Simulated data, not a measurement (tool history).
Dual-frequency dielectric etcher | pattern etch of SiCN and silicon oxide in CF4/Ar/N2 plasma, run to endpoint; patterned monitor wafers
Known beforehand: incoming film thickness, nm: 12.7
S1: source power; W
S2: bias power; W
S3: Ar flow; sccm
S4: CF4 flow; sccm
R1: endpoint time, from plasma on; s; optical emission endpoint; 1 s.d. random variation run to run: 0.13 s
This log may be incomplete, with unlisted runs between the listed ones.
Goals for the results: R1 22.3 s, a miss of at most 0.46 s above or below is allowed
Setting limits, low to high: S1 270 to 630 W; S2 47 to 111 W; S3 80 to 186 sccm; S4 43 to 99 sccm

run 1 hour=0 | S1=450 S2=79 S3=133 S4=71 | R1=14.519
run 2 hour=2 | S1=410 S2=75 S3=135 S4=70 | R1=16.79
run 3 hour=8.3 | S1=390 S2=75 S3=135 S4=70 | R1=17.912
run 4 hour=10.9 | S1=460 S2=75 S3=135 S4=70 | R1=14.656
run 5 hour=18 | S1=430 S2=75 S3=135 S4=70 | R1=15.736
run 6 hour=23.2 | S1=430 S2=75 S3=116 S4=70 | R1=15.628
run 7 hour=29.4 | S1=400 S2=75 S3=116 S4=70 | R1=17.043
run 8 hour=35.7 | S1=380 S2=75 S3=116 S4=70 | R1=18.078
run 9 hour=39.4 | S1=360 S2=75 S3=116 S4=70 | R1=19.241
run 10 hour=41.3 | S1=350 S2=75 S3=116 S4=70 | R1=19.773
run 11 hour=48.1 | S1=340 S2=75 S3=116 S4=70 | R1=20.766
run 12 hour=53.4 | S1=300 S2=75 S3=116 S4=70 | R1=24.356
run 13 hour=55.1 | S1=310 S2=75 S3=116 S4=70 | R1=23.292

Which one of the following 5 next-run settings gets every result inside its allowed miss? There is exactly one.
run A hour=56.8 | S1=320 S2=61 S3=112 S4=79 | R1=?
run B hour=56.8 | S1=320 S2=74 S3=98 S4=66 | R1=?
run C hour=56.8 | S1=330 S2=57 S3=90 S4=74 | R1=?
run D hour=56.8 | S1=300 S2=80 S3=143 S4=62 | R1=?
run E hour=56.8 | S1=380 S2=50 S3=115 S4=70 | R1=?

move=A R1=24.878
move=B R1=22.34
move=C R1=24.5
move=D R1=24.479
move=E R1=23.484
A: misses by more than the last run did
B: every result lands within tolerance
C: misses by more than the last run did
D: misses by more than the last run did
E: misses by more than the last run did
Correct choice: B, which meets every target
